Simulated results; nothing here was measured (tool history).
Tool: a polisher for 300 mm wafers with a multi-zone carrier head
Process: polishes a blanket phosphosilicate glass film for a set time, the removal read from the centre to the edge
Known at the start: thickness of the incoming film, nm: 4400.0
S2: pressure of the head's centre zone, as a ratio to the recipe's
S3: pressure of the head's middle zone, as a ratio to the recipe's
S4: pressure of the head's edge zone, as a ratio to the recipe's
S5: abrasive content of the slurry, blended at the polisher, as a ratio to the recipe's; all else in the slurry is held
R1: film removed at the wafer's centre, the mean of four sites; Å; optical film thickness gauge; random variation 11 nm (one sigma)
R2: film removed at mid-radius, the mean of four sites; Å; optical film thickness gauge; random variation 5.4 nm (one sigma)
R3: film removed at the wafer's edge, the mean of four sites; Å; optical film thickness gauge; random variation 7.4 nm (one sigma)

Run 1, hour 0.0: flow of slurry (ml/min) 215, S2 1.00, S3 1.00, S4 1.00, S5 1.00, polishing time (s) 49. Result: R1 4553.7 Å, R2 4497.6 Å, R3 4413.6 Å.
Run 2, hour 8.8: flow of slurry (ml/min) 220, S2 1.01, S3 1.01, S4 1.02, S5 1.05, polishing time (s) 50. Result: R1 4882.3 Å, R2 4861.9 Å, R3 4754.1 Å.
Run 3, hour 11.2: flow of slurry (ml/min) 220, S2 1.01, S3 1.01, S4 1.02, S5 1.05, polishing time (s) 38. Result: R1 3656.1 Å, R2 3599.2 Å, R3 3566.5 Å.
Run 4, hour 13.1: flow of slurry (ml/min) 220, S2 1.01, S3 1.01, S4 1.02, S5 1.05, polishing time (s) 32. Result: R1 3120.6 Å, R2 3030.3 Å, R3 3045.5 Å.
Run 5, hour 18.6: flow of slurry (ml/min) 220, S2 1.01, S3 1.08, S4 1.02, S5 1.05, polishing time (s) 32. Result: R1 3097.7 Å, R2 3208.4 Å, R3 3074.2 Å.
Run 6, hour 24.5: flow of slurry (ml/min) 190, S2 1.01, S3 1.08, S4 1.02, S5 1.05, polishing time (s) 32. Result: R1 3126.8 Å, R2 3171.7 Å, R3 2942.8 Å.
Run 7, hour 26.7: flow of slurry (ml/min) 200, S2 1.02, S3 1.09, S4 1.03, S5 1.10, polishing time (s) 34. Result: R1 3322.3 Å, R2 3447.4 Å, R3 3274.8 Å.
Run 8, hour 34.3: flow of slurry (ml/min) 245, S2 1.12, S3 1.17, S4 0.93, S5 1.35, polishing time (s) 48. Result: R1 5999.5 Å, R2 5819.2 Å, R3 4971.9 Å.
Run 9, hour 35.7: flow of slurry (ml/min) 250, S2 1.12, S3 1.17, S4 0.95, S5 1.35, polishing time (s) 49. Result: R1 6128.7 Å, R2 6048.4 Å, R3 5226.8 Å.
Run 10, hour 37.0: flow of slurry (ml/min) 255, S2 1.12, S3 1.17, S4 0.97, S5 1.35, polishing time (s) 49. Result: R1 6087.3 Å, R2 6086.3 Å, R3 5119.8 Å.
Run 11, hour 42.8: flow of slurry (ml/min) 250, S2 1.11, S3 1.16, S4 0.97, S5 1.35, polishing time (s) 50. Result: R1 6273.5 Å, R2 6132.0 Å, R3 5217.0 Å.
Run 12, hour 50.9: flow of slurry (ml/min) 250, S2 1.09, S3 1.14, S4 0.97, S5 1.35, polishing time (s) 51. Result: R1 6165.6 Å, R2 6113.7 Å, R3 5396.7 Å.
Run 13, hour 57.9: flow of slurry (ml/min) 250, S2 1.09, S3 1.14, S4 0.98, S5 1.35, polishing time (s) 52. Result: R1 6374.2 Å, R2 6322.5 Å, R3 5497.3 Å.
Run 14, hour 61.8: flow of slurry (ml/min) 250, S2 1.08, S3 1.13, S4 0.99, S5 1.35, polishing time (s) 53. Result: R1 6369.4 Å, R2 6402.7 Å, R3 5783.3 Å.
Run 15, hour 67.9: flow of slurry (ml/min) 255, S2 1.08, S3 1.13, S4 1.00, S5 1.35, polishing time (s) 53. Result: R1 6365.9 Å, R2 6427.4 Å, R3 5732.7 Å.

Run 16 comes next. What will it give?
Run 16, hour 74.2: flow of slurry (ml/min) 255, S2 1.08, S3 1.13, S4 1.01, S5 1.35, polishing time (s) 53. Result: R1 ?, R2 ?, R3 ?.

R1: 6529.9 Å
R2: 6418.9 Å
R3: 5724.2 Å
